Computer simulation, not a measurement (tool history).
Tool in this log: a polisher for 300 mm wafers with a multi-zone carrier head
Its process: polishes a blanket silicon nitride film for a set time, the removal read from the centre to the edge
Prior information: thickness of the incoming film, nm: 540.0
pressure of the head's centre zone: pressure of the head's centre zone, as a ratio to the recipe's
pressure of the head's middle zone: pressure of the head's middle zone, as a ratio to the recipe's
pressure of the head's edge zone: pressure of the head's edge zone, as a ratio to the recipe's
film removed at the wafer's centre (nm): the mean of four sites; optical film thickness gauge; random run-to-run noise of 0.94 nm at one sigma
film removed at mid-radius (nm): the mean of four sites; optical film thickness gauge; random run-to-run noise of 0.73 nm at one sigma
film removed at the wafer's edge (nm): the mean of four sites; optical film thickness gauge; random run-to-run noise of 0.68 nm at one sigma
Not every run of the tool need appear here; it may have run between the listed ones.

| run | hour | flow of slurry (ml/min) | pressure of the head's centre zone | pressure of the head's middle zone | pressure of the head's edge zone | polishing time (s) | film removed at the wafer's centre (nm) | film removed at mid-radius (nm) | film removed at the wafer's edge (nm) |
|---|---|---|---|---|---|---|---|---|---|
| 1 | 0.0 | 280 | 1.00 | 1.00 | 1.00 | 79 | 112.300 | 113.270 | 111.040 |
| 2 | 6.9 | 280 | 1.00 | 1.00 | 0.98 | 73 | 105.940 | 105.490 | 101.730 |
| 3 | 10.2 | 280 | 0.99 | 0.99 | 0.96 | 68 | 99.949 | 94.371 | 95.887 |
| 4 | 14.9 | 280 | 1.02 | 0.99 | 0.96 | 68 | 99.240 | 96.351 | 93.424 |
| 5 | 22.1 | 280 | 1.02 | 0.99 | 1.04 | 68 | 101.350 | 96.178 | 98.323 |
| 6 | 30.5 | 275 | 1.01 | 1.00 | 1.02 | 63 | 92.995 | 89.352 | 89.459 |
| 7 | 31.6 | 270 | 1.00 | 1.01 | 1.01 | 60 | 89.108 | 87.720 | 86.278 |

What does the tool deliver on the next run?
| 8 | 37.0 | 265 | 0.99 | 1.01 | 1.00 | 57 | ? | ? | ? |

{"run 8": {"film removed at the wafer's centre (nm)": 83.018, "film removed at mid-radius (nm)": 81.261, "film removed at the wafer's edge (nm)": 80.96}}

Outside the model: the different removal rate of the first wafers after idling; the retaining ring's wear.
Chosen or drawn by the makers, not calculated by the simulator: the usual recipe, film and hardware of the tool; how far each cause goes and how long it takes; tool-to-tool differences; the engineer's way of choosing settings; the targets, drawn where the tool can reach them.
